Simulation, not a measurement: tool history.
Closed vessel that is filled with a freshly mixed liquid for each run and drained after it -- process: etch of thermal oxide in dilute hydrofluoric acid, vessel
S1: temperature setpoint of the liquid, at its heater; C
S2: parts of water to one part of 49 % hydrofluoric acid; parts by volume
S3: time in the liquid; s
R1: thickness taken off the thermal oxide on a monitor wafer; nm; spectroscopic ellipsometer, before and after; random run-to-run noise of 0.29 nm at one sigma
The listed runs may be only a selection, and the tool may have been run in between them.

run 1 day=0 | S1=23 S2=205 S3=2845 | R1=62.183
run 2 day=0.117 | S1=21 S2=225 S3=2845 | R1=51.525
run 3 day=0.392 | S1=20 S2=240 S3=2845 | R1=45.311
run 4 day=0.575 | S1=20 S2=240 S3=3055 | R1=49.062
run 5 day=0.867 | S1=19 S2=255 S3=3055 | R1=44.02
run 6 day=0.979 | S1=19 S2=205 S3=3055 | R1=57.194
run 7 day=1.296 | S1=19 S2=205 S3=3055 | R1=57.109

Predict the results of run 8:
run 8 day=1.512 | S1=18.5 S2=230 S3=3050 | R1=?

Run 8 gave R1 49.067 nm.
